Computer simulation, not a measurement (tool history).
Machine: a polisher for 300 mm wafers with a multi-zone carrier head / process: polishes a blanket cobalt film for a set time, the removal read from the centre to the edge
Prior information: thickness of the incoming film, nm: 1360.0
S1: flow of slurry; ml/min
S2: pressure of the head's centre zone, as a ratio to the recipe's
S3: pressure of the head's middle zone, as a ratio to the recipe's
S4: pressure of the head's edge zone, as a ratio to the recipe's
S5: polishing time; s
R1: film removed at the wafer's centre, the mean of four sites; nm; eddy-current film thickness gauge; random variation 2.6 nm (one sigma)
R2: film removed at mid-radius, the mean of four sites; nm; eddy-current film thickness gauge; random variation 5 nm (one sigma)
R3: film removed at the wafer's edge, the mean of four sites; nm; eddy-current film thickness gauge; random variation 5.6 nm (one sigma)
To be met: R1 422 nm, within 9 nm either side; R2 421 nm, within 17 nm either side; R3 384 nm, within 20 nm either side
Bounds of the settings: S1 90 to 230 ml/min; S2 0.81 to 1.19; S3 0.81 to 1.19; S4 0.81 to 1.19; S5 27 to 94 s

run,hour,S1,S2,S3,S4,S5,R1,R2,R3
1,0,150,1,1,1,60,448.63,450.41,469.03
2,2.5,170,1,1,1,60,461.56,462.94,477.51
3,4.2,160,1.01,1.01,0.95,59,453.75,444.92,460.57
4,7.2,160,1.07,1.01,0.95,59,483.26,456.82,452.98
5,13.8,160,1.07,1.09,0.95,59,483.06,485.35,452.94
6,17.1,150,1.07,1.09,0.92,58,467.74,462.25,437.35
# hour 18.1: slurry nozzle cleaned
7,18.1,140,1.07,1.11,0.9,57,484.68,496.03,429.19
8,20.4,135,1.06,1.08,0.9,55,461.18,461.15,410.47
9,28.3,130,1.05,1.07,0.9,54,444.42,448.25,409.04

Which single option among these 5 for the next run brings every result within its allowed miss of target? Just one does.
A,36.2,115,1.14,1.15,0.81,53,?,?,?
B,36.2,120,1.13,1.01,0.82,53,?,?,?
C,36.2,135,0.96,0.91,0.89,57,?,?,?
D,36.2,125,1.06,1.09,0.87,51,?,?,?
E,36.2,120,1.02,1.14,0.9,54,?,?,?

move,R1,R2,R3
A,468.84,451.56,383.36
B,468.23,410.11,387.97
C,438.87,414.89,438.77
D,426.84,422.19,384.41
E,432.14,460.37,410.92
A: further off than the last run
B: further off than the last run
C: further off than the last run
D: all results land within tolerance of their targets
E: closes in on the targets versus the last run, not all within tolerance yet
Move D is the one to make.
